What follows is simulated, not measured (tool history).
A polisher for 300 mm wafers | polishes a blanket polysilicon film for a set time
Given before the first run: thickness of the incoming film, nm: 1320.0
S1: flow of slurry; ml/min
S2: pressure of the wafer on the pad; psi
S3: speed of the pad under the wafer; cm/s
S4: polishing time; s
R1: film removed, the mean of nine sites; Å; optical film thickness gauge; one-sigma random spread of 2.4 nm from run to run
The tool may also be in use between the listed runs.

| run | hour | S1 | S2 | S3 | S4 | R1 |
|---|---|---|---|---|---|---|
| 1 | 0.0 | 240 | 1.8 | 80 | 34 | 1188.7 |
| 2 | 3.5 | 240 | 1.9 | 80 | 34 | 1262.1 |
| 3 | 5.7 | 205 | 1.9 | 80 | 34 | 1272.1 |
| 4 | 6.4 | 205 | 1.9 | 64 | 34 | 1014.7 |
| 5 | 14.0 | 205 | 2.1 | 64 | 34 | 1098.3 |
| 6 | 15.3 | 205 | 2.1 | 64 | 31 | 1029.3 |
| 7 | 20.1 | 205 | 2.1 | 64 | 31 | 1007.5 |
| 8 | 25.7 | 205 | 2.2 | 68 | 31 | 1110.1 |
| 9 | 29.5 | 205 | 2.3 | 72 | 31 | 1239.0 |
| 10 | 31.2 | 205 | 2.4 | 74 | 31 | 1294.3 |
| 11 | 34.7 | 205 | 2.5 | 76 | 31 | 1422.6 |
| 12 | 41.7 | 205 | 2.5 | 78 | 31 | 1410.1 |
| 13 | 43.6 | 205 | 2.5 | 80 | 31 | 1464.1 |
| 14 | 52.2 | 205 | 2.5 | 82 | 31 | 1511.4 |

Estimate the outcome of run 15 from the log above:
| 15 | 55.5 | 205 | 2.7 | 84 | 31 | ? |

For run 15 the tool returned R1 1658.6 Å.
